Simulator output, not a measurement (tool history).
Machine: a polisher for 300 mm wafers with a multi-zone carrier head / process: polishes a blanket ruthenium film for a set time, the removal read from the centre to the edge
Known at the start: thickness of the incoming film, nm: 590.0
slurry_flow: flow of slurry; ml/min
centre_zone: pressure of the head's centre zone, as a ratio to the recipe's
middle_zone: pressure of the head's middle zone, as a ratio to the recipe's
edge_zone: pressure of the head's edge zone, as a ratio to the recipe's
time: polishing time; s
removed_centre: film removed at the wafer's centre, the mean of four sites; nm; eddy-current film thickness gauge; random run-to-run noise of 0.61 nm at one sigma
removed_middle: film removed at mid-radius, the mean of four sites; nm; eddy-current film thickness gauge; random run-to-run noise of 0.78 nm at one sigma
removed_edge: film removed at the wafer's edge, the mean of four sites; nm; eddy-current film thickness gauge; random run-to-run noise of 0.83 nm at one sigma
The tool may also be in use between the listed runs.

run  hour  slurry_flow  centre_zone  middle_zone  edge_zone  time  removed_centre  removed_middle  removed_edge
  1     0          130            1            1          1    57          82.445          87.525        89.719
  2   8.7          140         0.97         1.04          1    57          81.035          90.462         88.38
  3  12.2          140         0.97         1.04       0.93    57          81.931          88.775        86.472
  4  14.8          140         0.89         1.04       0.93    57          74.503           91.41        86.127
  5  22.5          150         0.88         1.06       0.95    57          75.649          92.313        88.736
     24.3  -- edge zone pressure recalibrated
  6  24.3          155         0.87         1.09       0.94    58           76.95          96.922        85.456

For run 7, what comes out?
  7  31.8          160         0.86          1.1       0.97    59               ?               ?             ?

{"run 7": {"removed_centre": 76.722, "removed_middle": 100.37, "removed_edge": 89.406}}
